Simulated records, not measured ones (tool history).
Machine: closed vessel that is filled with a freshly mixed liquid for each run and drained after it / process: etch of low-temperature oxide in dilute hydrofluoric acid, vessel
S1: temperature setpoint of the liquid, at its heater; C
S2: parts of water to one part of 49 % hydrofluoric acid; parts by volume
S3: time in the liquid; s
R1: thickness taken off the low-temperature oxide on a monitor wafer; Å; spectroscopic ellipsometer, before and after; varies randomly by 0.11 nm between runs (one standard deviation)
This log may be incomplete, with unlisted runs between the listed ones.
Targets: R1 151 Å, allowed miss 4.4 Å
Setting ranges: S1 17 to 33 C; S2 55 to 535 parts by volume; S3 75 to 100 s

run 1 hour=0 | S1=25 S2=295 S3=100 | R1=100.05
run 2 hour=3.4 | S1=25 S2=295 S3=100 | R1=100.76
run 3 hour=10.4 | S1=27 S2=285 S3=100 | R1=111.87
run 4 hour=12.1 | S1=28.5 S2=275 S3=100 | R1=122.21
run 5 hour=20.4 | S1=28.5 S2=275 S3=100 | R1=124.44
run 6 hour=23.9 | S1=28.5 S2=210 S3=100 | R1=173.43
run 7 hour=25.1 | S1=27.5 S2=210 S3=100 | R1=170.55
run 8 hour=31.4 | S1=26.5 S2=210 S3=100 | R1=163.61
run 9 hour=36.3 | S1=26.5 S2=210 S3=100 | R1=164.05
run 10 hour=42.2 | S1=26 S2=210 S3=100 | R1=160.53
run 11 hour=45 | S1=25.5 S2=210 S3=100 | R1=157.05

Pick the move, out of 4, that brings all results within their allowed miss; only one does.
run A hour=47.8 | S1=27 S2=190 S3=85 | R1=?
run B hour=47.8 | S1=23.5 S2=195 S3=100 | R1=?
run C hour=47.8 | S1=26.5 S2=225 S3=100 | R1=?
run D hour=47.8 | S1=32 S2=240 S3=100 | R1=?

move=A R1=160.4
move=B R1=161.29
move=C R1=150.22
move=D R1=165.97
A: the biggest miss grows against the last run
B: the biggest miss grows against the last run
C: each result inside its tolerance
D: the biggest miss grows against the last run
The move that meets every target is C.
